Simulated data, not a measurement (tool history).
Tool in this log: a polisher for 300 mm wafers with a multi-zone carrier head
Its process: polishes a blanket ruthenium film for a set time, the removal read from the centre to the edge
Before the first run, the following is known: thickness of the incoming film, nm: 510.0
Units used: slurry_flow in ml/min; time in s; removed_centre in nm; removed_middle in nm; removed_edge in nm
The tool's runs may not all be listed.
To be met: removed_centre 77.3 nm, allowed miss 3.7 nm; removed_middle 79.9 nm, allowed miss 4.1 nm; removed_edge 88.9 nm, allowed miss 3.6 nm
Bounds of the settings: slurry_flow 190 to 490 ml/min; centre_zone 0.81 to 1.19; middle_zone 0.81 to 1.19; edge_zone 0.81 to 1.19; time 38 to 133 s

{"run": 1, "hour": 0.0, "slurry_flow": 315, "centre_zone": 1, "middle_zone": 1, "edge_zone": 1, "time": 85, "removed_centre": 94.21, "removed_middle": 90.896, "removed_edge": 91.447}
{"run": 2, "hour": 6.7, "slurry_flow": 315, "centre_zone": 1, "middle_zone": 0.96, "edge_zone": 1, "time": 85, "removed_centre": 91.218, "removed_middle": 89.28, "removed_edge": 92.466}
{"run": 3, "hour": 15.6, "slurry_flow": 315, "centre_zone": 1, "middle_zone": 0.96, "edge_zone": 0.95, "time": 85, "removed_centre": 92.863, "removed_middle": 88.775, "removed_edge": 90.509}
{"run": 4, "hour": 19.4, "slurry_flow": 315, "centre_zone": 1, "middle_zone": 0.96, "edge_zone": 0.95, "time": 75, "removed_centre": 82.154, "removed_middle": 77.471, "removed_edge": 80.614}
{"run": 5, "hour": 26.8, "slurry_flow": 390, "centre_zone": 1, "middle_zone": 0.96, "edge_zone": 0.95, "time": 75, "removed_centre": 82.974, "removed_middle": 79.43, "removed_edge": 80.54}
{"run": 6, "hour": 34.1, "slurry_flow": 385, "centre_zone": 0.99, "middle_zone": 0.95, "edge_zone": 0.96, "time": 76, "removed_centre": 83.396, "removed_middle": 78.38, "removed_edge": 82.805}
{"run": 7, "hour": 39.2, "slurry_flow": 385, "centre_zone": 0.97, "middle_zone": 0.95, "edge_zone": 0.97, "time": 77, "removed_centre": 81.295, "removed_middle": 79.349, "removed_edge": 84.275}
{"run": 8, "hour": 45.5, "slurry_flow": 385, "centre_zone": 0.96, "middle_zone": 0.95, "edge_zone": 0.98, "time": 77, "removed_centre": 81.547, "removed_middle": 81.09, "removed_edge": 84.078}
{"run": 9, "hour": 53.7, "slurry_flow": 385, "centre_zone": 0.95, "middle_zone": 0.94, "edge_zone": 0.99, "time": 77, "removed_centre": 80.978, "removed_middle": 79.891, "removed_edge": 84.263}

4 candidate next runs follow, results not yet known. Just one meets every target within its allowed miss. Identify it.
{"run": "A", "hour": 61.9, "slurry_flow": 490, "centre_zone": 0.98, "middle_zone": 0.98, "edge_zone": 0.91, "time": 74, "removed_centre": "?", "removed_middle": "?", "removed_edge": "?"}
{"run": "B", "hour": 61.9, "slurry_flow": 200, "centre_zone": 0.96, "middle_zone": 1.15, "edge_zone": 0.88, "time": 75, "removed_centre": "?", "removed_middle": "?", "removed_edge": "?"}
{"run": "C", "hour": 61.9, "slurry_flow": 490, "centre_zone": 0.91, "middle_zone": 0.94, "edge_zone": 1.06, "time": 77, "removed_centre": "?", "removed_middle": "?", "removed_edge": "?"}
{"run": "D", "hour": 61.9, "slurry_flow": 415, "centre_zone": 1.04, "middle_zone": 0.95, "edge_zone": 1.07, "time": 76, "removed_centre": "?", "removed_middle": "?", "removed_edge": "?"}

move=A removed_centre=81.976 removed_middle=80.419 removed_edge=80.175
move=B removed_centre=76.541 removed_middle=88.262 removed_edge=76.438
move=C removed_centre=79.137 removed_middle=80.817 removed_edge=89.796
move=D removed_centre=88.482 removed_middle=79.691 removed_edge=88.405
A: its largest miss is bigger than the last run's
B: its largest miss is bigger than the last run's
C: every result within its allowed miss
D: brings the last run's worst result on target, with another outside its allowed miss
The move that meets every target is C.
